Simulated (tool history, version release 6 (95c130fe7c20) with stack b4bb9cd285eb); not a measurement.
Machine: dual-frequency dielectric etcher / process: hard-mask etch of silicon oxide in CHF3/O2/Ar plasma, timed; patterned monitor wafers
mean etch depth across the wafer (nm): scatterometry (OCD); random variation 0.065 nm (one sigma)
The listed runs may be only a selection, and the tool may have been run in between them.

| run | hour | source power (kW) | bias power (kW) | etch time (s) | mean etch depth across the wafer (nm) |
|---|---|---|---|---|---|
| 1 | 0 | 0.55 | 0.148 | 13.5 | 22.249 |
| 2 | 4.7 | 0.55 | 0.172 | 13.5 | 23.492 |
| 3 | 8.3 | 0.55 | 0.172 | 13.5 | 23.369 |
| 4 | 13.7 | 0.57 | 0.174 | 13.5 | 23.753 |
| 5 | 22.5 | 0.58 | 0.176 | 13.5 | 23.987 |
| 6 | 28.1 | 0.58 | 0.176 | 12.5 | 22.118 |
| 7 | 36.1 | 0.6 | 0.18 | 12.5 | 22.5 |
| 8 | 44.6 | 0.62 | 0.183 | 12.5 | 22.829 |

What does the tool deliver on the next run?
| 9 | 52.5 | 0.64 | 0.186 | 12.5 | ? |

Run 9 yielded mean etch depth across the wafer (nm) 23.138.

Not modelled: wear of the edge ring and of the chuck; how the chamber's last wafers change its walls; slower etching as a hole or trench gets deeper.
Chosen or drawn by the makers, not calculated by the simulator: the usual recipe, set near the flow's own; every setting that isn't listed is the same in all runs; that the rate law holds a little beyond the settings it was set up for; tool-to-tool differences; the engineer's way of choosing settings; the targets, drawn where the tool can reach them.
